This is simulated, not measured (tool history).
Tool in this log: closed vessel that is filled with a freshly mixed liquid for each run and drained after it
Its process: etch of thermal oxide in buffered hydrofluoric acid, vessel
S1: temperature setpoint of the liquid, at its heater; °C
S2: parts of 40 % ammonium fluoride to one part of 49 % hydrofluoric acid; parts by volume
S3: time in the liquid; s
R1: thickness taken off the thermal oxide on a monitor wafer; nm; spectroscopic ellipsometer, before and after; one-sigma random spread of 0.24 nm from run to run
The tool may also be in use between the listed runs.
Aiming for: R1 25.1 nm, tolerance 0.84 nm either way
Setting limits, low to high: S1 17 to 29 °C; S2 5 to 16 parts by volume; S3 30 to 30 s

Run 1, hour 0: S1 21 °C, S2 9.5 parts by volume, S3 30 s. Result: R1 28.591 nm.
Run 2, hour 9.1: S1 20.5 °C, S2 9.5 parts by volume, S3 30 s. Result: R1 27.536 nm.
Run 3, hour 13.2: S1 20.5 °C, S2 9.5 parts by volume, S3 30 s. Result: R1 26.982 nm.
Run 4, hour 19.2: S1 23.5 °C, S2 9.5 parts by volume, S3 30 s. Result: R1 32.424 nm.
Run 5, hour 24.2: S1 21 °C, S2 9.5 parts by volume, S3 30 s. Result: R1 28.3 nm.
Run 6, hour 31.7: S1 20.5 °C, S2 9.5 parts by volume, S3 30 s. Result: R1 28.041 nm.
Run 7, hour 33.9: S1 20 °C, S2 9.5 parts by volume, S3 30 s. Result: R1 26.54 nm.
Run 8, hour 35: S1 19.5 °C, S2 9.5 parts by volume, S3 30 s. Result: R1 26.33 nm.

Exactly one of the 4 candidate moves below puts every result within its allowed miss. Which one?
Run A, hour 36.1: S1 20 °C, S2 10.5 parts by volume, S3 30 s. Result: R1 ?.
Run B, hour 36.1: S1 21 °C, S2 10 parts by volume, S3 30 s. Result: R1 ?.
Run C, hour 36.1: S1 20 °C, S2 11 parts by volume, S3 30 s. Result: R1 ?.
Run D, hour 36.1: S1 19 °C, S2 8.5 parts by volume, S3 30 s. Result: R1 ?.

move      R1
   A   25.08
   B  27.835
   C  23.967
   D   28.25
A: all results land within tolerance of their targets
B: its largest miss is bigger than the last run's
C: carries the result that was furthest off beyond its target, to the other side
D: its largest miss is bigger than the last run's
So the answer is move A, the one that meets all the targets.

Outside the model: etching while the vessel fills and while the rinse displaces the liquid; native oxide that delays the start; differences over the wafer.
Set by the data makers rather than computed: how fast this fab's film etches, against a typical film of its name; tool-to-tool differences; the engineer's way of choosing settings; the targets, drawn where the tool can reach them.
